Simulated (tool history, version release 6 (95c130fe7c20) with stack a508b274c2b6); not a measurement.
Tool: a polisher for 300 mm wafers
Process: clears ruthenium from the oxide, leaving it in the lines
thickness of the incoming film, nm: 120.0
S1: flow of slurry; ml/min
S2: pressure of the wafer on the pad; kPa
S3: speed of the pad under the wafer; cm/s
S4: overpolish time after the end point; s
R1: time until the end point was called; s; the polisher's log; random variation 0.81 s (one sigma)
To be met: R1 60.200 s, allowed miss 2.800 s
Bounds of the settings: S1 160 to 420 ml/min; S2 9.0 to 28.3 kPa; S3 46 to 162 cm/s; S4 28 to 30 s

| run | hour | S1 | S2 | S3 | S4 | R1 |
|---|---|---|---|---|---|---|
| 1 | 0.0 | 270 | 18.6 | 104 | 28 | 86.463 |
| 2 | 4.0 | 270 | 18.6 | 104 | 28 | 86.533 |
| 3 | 11.1 | 270 | 18.6 | 104 | 28 | 85.681 |
| 4 | 13.3 | 270 | 20.0 | 104 | 28 | 77.185 |
| 5 | 15.6 | 270 | 20.0 | 104 | 28 | 79.473 |
| 6 | 20.6 | 270 | 20.0 | 94 | 28 | 86.129 |
| 7 | 28.2 | 270 | 21.4 | 94 | 28 | 80.536 |
| 8 | 35.0 | 270 | 22.8 | 94 | 28 | 76.733 |
| 9 | 41.1 | 270 | 24.1 | 94 | 28 | 72.567 |
| 10 | 46.5 | 270 | 24.8 | 94 | 28 | 70.140 |
| 11 | 53.4 | 270 | 25.5 | 94 | 28 | 69.003 |

5 next moves are on the table. One of them brings every result within its allowed miss. Which?
| A | 60.3 | 320 | 20.7 | 96 | 30 | ? |
| B | 60.3 | 175 | 26.2 | 100 | 29 | ? |
| C | 60.3 | 190 | 26.9 | 108 | 28 | ? |
| D | 60.3 | 200 | 26.9 | 92 | 30 | ? |
| E | 60.3 | 245 | 22.8 | 88 | 28 | ? |

| move | R1 |
|---|---|
| A | 79.548 |
| B | 64.882 |
| C | 58.869 |
| D | 66.558 |
| E | 79.465 |
A: further off than the last run
B: nearer than the last run, and not there yet
C: meets every target
D: nearer than the last run, and not there yet
E: further off than the last run
Move C is the one to make.
